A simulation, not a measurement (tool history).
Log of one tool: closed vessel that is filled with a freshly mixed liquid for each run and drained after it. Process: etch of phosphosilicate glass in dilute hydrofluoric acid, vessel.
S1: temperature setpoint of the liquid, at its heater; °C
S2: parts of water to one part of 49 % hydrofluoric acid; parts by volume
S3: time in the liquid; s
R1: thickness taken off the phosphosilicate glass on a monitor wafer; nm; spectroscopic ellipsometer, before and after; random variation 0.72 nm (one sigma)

run	hour	S1	S2	S3	R1
1	0	21	130	35	35.319
2	5.4	23	110	35	46.161
3	12.9	23	110	35	46.087
4	15.5	23	110	35	45.9
5	21.8	24.5	95	35	58.023
6	30.8	25.5	90	35	63.595

Run 7 comes next. What will it give?
7	36.9	26.5	85	35	?

{"run 7": {"R1": 70.979}}
